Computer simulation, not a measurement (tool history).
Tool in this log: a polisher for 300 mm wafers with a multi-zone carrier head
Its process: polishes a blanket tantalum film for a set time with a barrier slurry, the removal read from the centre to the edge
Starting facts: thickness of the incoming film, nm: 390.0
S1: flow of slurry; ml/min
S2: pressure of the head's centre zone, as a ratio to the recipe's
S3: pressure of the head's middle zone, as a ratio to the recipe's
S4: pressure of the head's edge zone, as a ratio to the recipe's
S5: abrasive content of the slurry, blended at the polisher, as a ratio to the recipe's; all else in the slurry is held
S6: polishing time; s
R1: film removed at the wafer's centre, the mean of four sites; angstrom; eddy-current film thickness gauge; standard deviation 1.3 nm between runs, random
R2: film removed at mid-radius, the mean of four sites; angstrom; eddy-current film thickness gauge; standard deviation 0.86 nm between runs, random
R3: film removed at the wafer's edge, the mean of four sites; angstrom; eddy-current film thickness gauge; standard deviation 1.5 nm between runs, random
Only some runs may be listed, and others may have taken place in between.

{"run": 1, "hour": 0.0, "S1": 260, "S2": 1, "S3": 1, "S4": 1, "S5": 1, "S6": 73, "R1": 1193.1, "R2": 1187.7, "R3": 1195.2}
{"run": 2, "hour": 2.6, "S1": 260, "S2": 0.94, "S3": 1, "S4": 1, "S5": 1, "S6": 73, "R1": 1075.9, "R2": 1189.6, "R3": 1171.7}
{"run": 3, "hour": 8.4, "S1": 260, "S2": 0.94, "S3": 1, "S4": 1, "S5": 1, "S6": 58, "R1": 877.03, "R2": 952.02, "R3": 943.45}
{"run": 4, "hour": 16.9, "S1": 265, "S2": 0.96, "S3": 1.04, "S4": 1.05, "S5": 1.15, "S6": 60, "R1": 955.21, "R2": 1039.1, "R3": 1024.8}
{"run": 5, "hour": 22.7, "S1": 270, "S2": 0.97, "S3": 1.07, "S4": 1.08, "S5": 1.25, "S6": 63, "R1": 1048.7, "R2": 1140.4, "R3": 1118.1}
{"run": 6, "hour": 29.6, "S1": 270, "S2": 0.97, "S3": 0.99, "S4": 1.08, "S5": 1.25, "S6": 63, "R1": 1039.4, "R2": 1071.4, "R3": 1121.4}
{"run": 7, "hour": 33.6, "S1": 280, "S2": 0.98, "S3": 1.03, "S4": 1.11, "S5": 1.35, "S6": 65, "R1": 1104.4, "R2": 1173.6, "R3": 1198.5}

Run 8 has not been measured yet. What should we expect?
{"run": 8, "hour": 42.0, "S1": 290, "S2": 0.99, "S3": 1.06, "S4": 1.13, "S5": 1.4, "S6": 66, "R1": "?", "R2": "?", "R3": "?"}

Logged for run 8: R1 1149.4 angstrom, R2 1243.3 angstrom, R3 1241.1 angstrom.

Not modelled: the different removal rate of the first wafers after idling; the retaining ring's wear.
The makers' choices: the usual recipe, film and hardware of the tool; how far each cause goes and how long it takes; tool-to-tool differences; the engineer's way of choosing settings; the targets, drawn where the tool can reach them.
